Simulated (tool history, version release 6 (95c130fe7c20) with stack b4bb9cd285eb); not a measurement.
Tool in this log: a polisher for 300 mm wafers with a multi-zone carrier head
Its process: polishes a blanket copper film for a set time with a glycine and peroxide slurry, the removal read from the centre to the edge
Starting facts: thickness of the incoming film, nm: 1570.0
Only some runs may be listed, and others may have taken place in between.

| run | day | flow of slurry (ml/min) | pressure of the head's centre zone | pressure of the head's middle zone | pressure of the head's edge zone | polishing time (s) | film removed at the wafer's centre (Å) | film removed at mid-radius (Å) | film removed at the wafer's edge (Å) |
|---|---|---|---|---|---|---|---|---|---|
| 1 | 0.000 | 300 | 1.00 | 1.00 | 1.00 | 36 | 1899.1 | 1885.6 | 1878.7 |
| 2 | 0.125 | 300 | 1.02 | 1.00 | 1.01 | 37 | 1962.1 | 1962.8 | 1956.7 |
| 3 | 0.375 | 300 | 1.02 | 1.00 | 1.01 | 29 | 1554.6 | 1539.5 | 1508.9 |
| 4 | 0.421 | 300 | 0.94 | 1.00 | 1.01 | 29 | 1458.5 | 1544.2 | 1533.2 |
| 5 | 0.554 | 300 | 0.98 | 1.00 | 1.01 | 29 | 1490.5 | 1554.9 | 1502.9 |
| 6 | 0.579 | 235 | 0.98 | 1.00 | 1.01 | 29 | 1443.6 | 1465.8 | 1503.2 |
| 7 | 0.850 | 245 | 1.00 | 1.00 | 1.01 | 31 | 1615.7 | 1629.7 | 1613.5 |
| 8 | 0.962 | 275 | 1.10 | 0.92 | 1.11 | 41 | 2385.3 | 1955.4 | 2258.0 |

Estimate the outcome of run 9 from the log above:
| 9 | 1.308 | 280 | 1.11 | 0.93 | 1.11 | 42 | ? | ? | ? |

{"run 9": {"film removed at the wafer's centre (Å)": 2405.7, "film removed at mid-radius (Å)": 2138.2, "film removed at the wafer's edge (Å)": 2268.8}}

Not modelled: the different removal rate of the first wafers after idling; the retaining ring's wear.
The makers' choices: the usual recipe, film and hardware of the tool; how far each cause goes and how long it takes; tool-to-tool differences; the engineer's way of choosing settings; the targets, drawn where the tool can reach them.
